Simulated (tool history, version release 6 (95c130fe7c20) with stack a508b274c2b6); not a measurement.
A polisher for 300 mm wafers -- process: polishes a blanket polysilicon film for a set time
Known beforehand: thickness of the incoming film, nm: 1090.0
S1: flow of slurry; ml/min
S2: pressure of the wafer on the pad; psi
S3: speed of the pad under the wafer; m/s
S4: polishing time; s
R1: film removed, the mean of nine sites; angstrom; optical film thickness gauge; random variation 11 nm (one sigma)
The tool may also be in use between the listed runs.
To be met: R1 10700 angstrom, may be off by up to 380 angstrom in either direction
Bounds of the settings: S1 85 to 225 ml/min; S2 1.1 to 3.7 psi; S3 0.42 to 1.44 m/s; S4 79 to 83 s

run  hour   S1   S2    S3  S4      R1
  1     0  145  2.4  0.92  79  6383.4
  2   2.5  145  2.4  1.14  79  7815.2
  3   4.5  110  2.4  1.14  79  7356.3
  4   6.7  110  2.4  1.14  79  7368.6
  5     9  110  2.4  1.14  83  7706.3
  6  13.8  125  2.5  1.14  83  8099.6
  7  18.7  135  2.7  1.14  83  9020.6
  8  22.1  145  2.8  1.14  83    9376
  9  24.2  155  2.9  1.14  83  9958.7
 10  26.9  160  2.9  1.14  83   10160

4 next moves are on the table. One of them brings every result within its allowed miss. Which?
  A  29.6  170  3.1  0.96  82   ?
  B  29.6  165  2.7  1.08  81   ?
  C  29.6  140  3.7  0.98  83   ?
  D  29.6  155  2.8  1.14  81   ?

move      R1
   A    9142
   B  8798.4
   C   10847
   D  9503.5
A: misses by more than the last run did
B: misses by more than the last run did
C: in spec on every target
D: misses by more than the last run did
C is the move that brings every result within its allowed miss.
